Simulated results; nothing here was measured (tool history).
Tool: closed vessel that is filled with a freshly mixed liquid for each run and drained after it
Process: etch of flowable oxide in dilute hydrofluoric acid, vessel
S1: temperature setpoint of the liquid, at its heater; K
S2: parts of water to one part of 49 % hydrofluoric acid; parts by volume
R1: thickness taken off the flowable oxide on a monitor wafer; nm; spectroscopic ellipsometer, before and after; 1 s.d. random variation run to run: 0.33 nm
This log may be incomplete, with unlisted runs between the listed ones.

run 1 hour=0 | S1=299.15 S2=80 time_in_the_liquid_(s)=35 | R1=25.611
run 2 hour=1.6 | S1=301.65 S2=80 time_in_the_liquid_(s)=35 | R1=28.182
run 3 hour=5.4 | S1=298.15 S2=80 time_in_the_liquid_(s)=35 | R1=24.762
run 4 hour=12.7 | S1=298.15 S2=80 time_in_the_liquid_(s)=30 | R1=20.963
run 5 hour=14.1 | S1=298.15 S2=105 time_in_the_liquid_(s)=30 | R1=15.534
run 6 hour=17.8 | S1=298.15 S2=90 time_in_the_liquid_(s)=30 | R1=18.446

What does the tool deliver on the next run?
run 7 hour=25.7 | S1=300.15 S2=75 time_in_the_liquid_(s)=30 | R1=?

{"run 7": {"R1": 24.299}}
